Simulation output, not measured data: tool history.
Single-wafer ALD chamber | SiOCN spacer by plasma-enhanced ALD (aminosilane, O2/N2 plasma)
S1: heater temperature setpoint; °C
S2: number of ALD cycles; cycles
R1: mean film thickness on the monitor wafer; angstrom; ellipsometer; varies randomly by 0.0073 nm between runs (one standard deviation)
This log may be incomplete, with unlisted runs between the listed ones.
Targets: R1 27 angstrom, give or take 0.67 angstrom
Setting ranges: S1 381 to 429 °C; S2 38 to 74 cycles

run  hour   S1  S2      R1
  1     0  405  56   35.63
  2   8.6  405  63  40.055
  3  14.5  413  63  39.095
  4  16.6  414  60   37.36
  5  19.5  414  54   33.33
  6  20.3  414  58  35.868
  7  23.2  415  56  34.674
  8  25.4  415  56  34.498
  9  25.9  416  54  33.306
 10  26.7  417  52  31.915
 11  31.5  418  51  31.315
 12    35  419  50  30.611
 13  41.8  424  42  25.345
 14  46.3  423  42  25.259
 15  51.9  422  42  25.408
     52.5  -- thermocouple changed; heater temperature recalibrated
 16  52.5  421  42  25.171

5 candidate next runs follow, results not yet known. Just one meets every target within its allowed miss. Identify it.
  A  53.1  426  41   ?
  B  53.1  412  38   ?
  C  53.1  419  45   ?
  D  53.1  419  39   ?
  E  53.1  426  44   ?

move      R1
   A  24.303
   B  23.459
   C  27.227
   D  23.597
   E  26.081
A: lands further from the targets than the last run did
B: lands further from the targets than the last run did
C: meets every target
D: lands further from the targets than the last run did
E: closes in on the targets versus the last run, not all within tolerance yet
C is the move that brings every result within its allowed miss.
